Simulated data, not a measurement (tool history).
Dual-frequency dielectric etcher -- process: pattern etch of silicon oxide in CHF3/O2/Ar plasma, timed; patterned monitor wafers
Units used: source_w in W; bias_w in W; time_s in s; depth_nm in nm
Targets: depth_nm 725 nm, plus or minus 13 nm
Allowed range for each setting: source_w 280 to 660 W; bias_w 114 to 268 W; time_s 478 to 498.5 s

| run | hour | source_w | bias_w | time_s | depth_nm |
|---|---|---|---|---|---|
| 1 | 0 | 470 | 191 | 478 | 856.16 |
| 2 | 7.3 | 410 | 191 | 478 | 810.27 |
| 3 | 10.3 | 410 | 191 | 478 | 807.68 |
| 4 | 18.1 | 380 | 189 | 478 | 777.03 |
| 5 | 26.6 | 380 | 189 | 498.5 | 814.16 |
| 6 | 28.8 | 450 | 189 | 498.5 | 875.86 |
| 7 | 35.7 | 410 | 184 | 498 | 835.29 |
| 8 | 39.1 | 380 | 181 | 497.5 | 804.54 |
| 9 | 40.4 | 360 | 179 | 497.5 | 781.43 |
| 10 | 49.5 | 340 | 178 | 497.5 | 759.12 |
| 11 | 56.7 | 330 | 178 | 497.5 | 746.87 |
| 12 | 60.9 | 320 | 178 | 497.5 | 741.41 |

Exercise: of the 4 proposed moves below, exactly one satisfies all targets within the stated allowed misses. Which move is it?
| A | 65.1 | 310 | 144 | 495.5 | ? |
| B | 65.1 | 300 | 178 | 487 | ? |
| C | 65.1 | 320 | 192 | 482.5 | ? |
| D | 65.1 | 390 | 133 | 498.5 | ? |

| move | depth_nm |
|---|---|
| A | 689.62 |
| B | 703.44 |
| C | 732.79 |
| D | 757.71 |
A: the result that was furthest off in the last run now lies on the other side of its target
B: the result that was furthest off in the last run now lies on the other side of its target
C: all results in spec
D: lands further from the targets than the last run did
C is the move that brings every result within its allowed miss.
